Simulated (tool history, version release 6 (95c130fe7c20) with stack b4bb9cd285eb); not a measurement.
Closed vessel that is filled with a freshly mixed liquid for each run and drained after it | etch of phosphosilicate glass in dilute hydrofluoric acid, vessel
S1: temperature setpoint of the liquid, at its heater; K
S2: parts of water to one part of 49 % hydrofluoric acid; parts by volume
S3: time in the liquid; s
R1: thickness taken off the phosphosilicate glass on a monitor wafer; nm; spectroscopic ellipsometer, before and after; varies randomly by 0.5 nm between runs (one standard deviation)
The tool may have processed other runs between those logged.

Run 1, day 0.000: S1 294.15 K, S2 130 parts by volume, S3 90 s. Result: R1 70.733 nm.
Run 2, day 0.200: S1 295.65 K, S2 130 parts by volume, S3 90 s. Result: R1 74.829 nm.
Run 3, day 0.562: S1 294.15 K, S2 130 parts by volume, S3 90 s. Result: R1 70.338 nm.
Run 4, day 0.812: S1 294.15 K, S2 130 parts by volume, S3 95 s. Result: R1 74.995 nm.
Run 5, day 1.017: S1 295.15 K, S2 130 parts by volume, S3 95 s. Result: R1 77.675 nm.
Run 6, day 1.388: S1 295.15 K, S2 90 parts by volume, S3 95 s. Result: R1 117.740 nm.
Run 7, day 1.721: S1 291.15 K, S2 90 parts by volume, S3 95 s. Result: R1 99.541 nm.

Forecast run 8:
Run 8, day 1.788: S1 290.65 K, S2 90 parts by volume, S3 95 s. Result: R1 ?.

{"run 8": {"R1": 98.566}}

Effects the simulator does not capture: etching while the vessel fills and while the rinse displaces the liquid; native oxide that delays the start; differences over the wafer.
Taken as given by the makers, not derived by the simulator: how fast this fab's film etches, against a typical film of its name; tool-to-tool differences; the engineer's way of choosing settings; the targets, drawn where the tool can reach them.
